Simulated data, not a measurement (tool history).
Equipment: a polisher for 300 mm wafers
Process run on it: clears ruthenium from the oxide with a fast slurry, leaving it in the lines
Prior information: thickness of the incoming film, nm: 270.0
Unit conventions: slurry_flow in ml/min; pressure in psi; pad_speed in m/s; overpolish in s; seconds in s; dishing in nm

Run 1, day 0: slurry_flow 135 ml/min, pressure 2.5 psi, pad_speed 0.96 m/s, slurry_solids 1, overpolish 13 s. Result: seconds 75.153 s, dishing 40.168 nm.
Run 2, day 0.304: slurry_flow 135 ml/min, pressure 2.2 psi, pad_speed 0.96 m/s, slurry_solids 1, overpolish 13 s. Result: seconds 81.913 s, dishing 37.068 nm.
Run 3, day 0.467: slurry_flow 135 ml/min, pressure 1.7 psi, pad_speed 0.96 m/s, slurry_solids 1, overpolish 13 s. Result: seconds 99.437 s, dishing 31.163 nm.
Run 4, day 0.717: slurry_flow 140 ml/min, pressure 2.1 psi, pad_speed 0.96 m/s, slurry_solids 1, overpolish 12 s. Result: seconds 84.402 s, dishing 32.133 nm.
Run 5, day 0.996: slurry_flow 140 ml/min, pressure 2.6 psi, pad_speed 0.96 m/s, slurry_solids 1, overpolish 12 s. Result: seconds 72.24 s, dishing 38.09 nm.
Run 6, day 1.346: slurry_flow 110 ml/min, pressure 2.6 psi, pad_speed 0.96 m/s, slurry_solids 1, overpolish 12 s. Result: seconds 75.248 s, dishing 37.069 nm.
Run 7, day 1.492: slurry_flow 120 ml/min, pressure 2.9 psi, pad_speed 0.96 m/s, slurry_solids 1, overpolish 11 s. Result: seconds 68.256 s, dishing 36.908 nm.
Run 8, day 1.592: slurry_flow 125 ml/min, pressure 3.1 psi, pad_speed 0.96 m/s, slurry_solids 1, overpolish 11 s. Result: seconds 63.516 s, dishing 38.741 nm.
Run 9, day 1.721: slurry_flow 130 ml/min, pressure 3.3 psi, pad_speed 0.96 m/s, slurry_solids 1, overpolish 11 s. Result: seconds 61.313 s, dishing 42.979 nm.
Run 10, day 1.846: slurry_flow 130 ml/min, pressure 3.4 psi, pad_speed 0.98 m/s, slurry_solids 1, overpolish 10 s. Result: seconds 59.88 s, dishing 38.855 nm.
Run 11, day 2.146: slurry_flow 130 ml/min, pressure 3.5 psi, pad_speed 1 m/s, slurry_solids 1, overpolish 10 s. Result: seconds 55.197 s, dishing 41.971 nm.

Run 12 has not been measured yet. What should we expect?
Run 12, day 2.383: slurry_flow 130 ml/min, pressure 3.6 psi, pad_speed 1 m/s, slurry_solids 1, overpolish 10 s. Result: seconds ?, dishing ?.

seconds: 55.516 s
dishing: 41.413 nm
